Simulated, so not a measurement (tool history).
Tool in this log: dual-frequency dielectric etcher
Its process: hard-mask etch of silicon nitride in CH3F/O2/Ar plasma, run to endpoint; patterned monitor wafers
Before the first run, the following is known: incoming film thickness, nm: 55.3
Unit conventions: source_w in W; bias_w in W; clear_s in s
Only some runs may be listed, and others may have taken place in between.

run,hour,source_w,bias_w,clear_s
1,0.0,500,74,67.241
2,1.9,460,71,69.840
3,7.7,430,68,73.077
4,15.4,410,67,73.434
5,18.6,390,65,75.693
6,25.7,390,77,71.104

Run 7 comes next. What will it give?
7,33.6,370,74,?

For run 7 the tool returned clear_s 74.077 s.
